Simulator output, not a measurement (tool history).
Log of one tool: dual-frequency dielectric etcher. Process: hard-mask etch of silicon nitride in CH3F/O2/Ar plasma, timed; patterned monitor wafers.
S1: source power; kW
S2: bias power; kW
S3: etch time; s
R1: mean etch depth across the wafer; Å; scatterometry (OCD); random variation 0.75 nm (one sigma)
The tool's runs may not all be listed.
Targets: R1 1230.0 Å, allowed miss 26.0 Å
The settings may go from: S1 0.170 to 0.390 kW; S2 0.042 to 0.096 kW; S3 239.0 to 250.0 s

Run 1, hour 0.0: S1 0.280 kW, S2 0.069 kW, S3 239.0 s. Result: R1 1432.6 Å.
Run 2, hour 8.5: S1 0.310 kW, S2 0.069 kW, S3 239.0 s. Result: R1 1465.9 Å.
Run 3, hour 10.0: S1 0.310 kW, S2 0.076 kW, S3 239.0 s. Result: R1 1511.5 Å.
Run 4, hour 11.2: S1 0.310 kW, S2 0.070 kW, S3 239.0 s. Result: R1 1471.8 Å.
Run 5, hour 16.3: S1 0.340 kW, S2 0.070 kW, S3 239.0 s. Result: R1 1534.2 Å.
Run 6, hour 22.4: S1 0.340 kW, S2 0.070 kW, S3 239.0 s. Result: R1 1540.1 Å.
At hour 27.6: wet clean of the chamber.
Run 7, hour 27.6: S1 0.300 kW, S2 0.067 kW, S3 239.0 s. Result: R1 1389.1 Å.
Run 8, hour 33.4: S1 0.280 kW, S2 0.066 kW, S3 239.0 s. Result: R1 1339.2 Å.
Run 9, hour 38.4: S1 0.270 kW, S2 0.066 kW, S3 239.0 s. Result: R1 1310.8 Å.
Run 10, hour 45.6: S1 0.260 kW, S2 0.066 kW, S3 239.0 s. Result: R1 1318.3 Å.
Run 11, hour 53.1: S1 0.250 kW, S2 0.066 kW, S3 239.0 s. Result: R1 1278.3 Å.
Run 12, hour 54.3: S1 0.240 kW, S2 0.066 kW, S3 239.0 s. Result: R1 1262.1 Å.

Which of these 4 next moves meets every target?
Run A, hour 55.5: S1 0.200 kW, S2 0.057 kW, S3 246.0 s. Result: R1 ?.
Run B, hour 55.5: S1 0.210 kW, S2 0.060 kW, S3 240.0 s. Result: R1 ?.
Run C, hour 55.5: S1 0.200 kW, S2 0.073 kW, S3 239.5 s. Result: R1 ?.
Run D, hour 55.5: S1 0.240 kW, S2 0.045 kW, S3 249.0 s. Result: R1 ?.

move      R1
   A  1167.5
   B  1177.6
   C  1234.8
   D  1169.1
A: takes the result that was furthest off past its target
B: takes the result that was furthest off past its target
C: meets every target
D: takes the result that was furthest off past its target
Answer: C
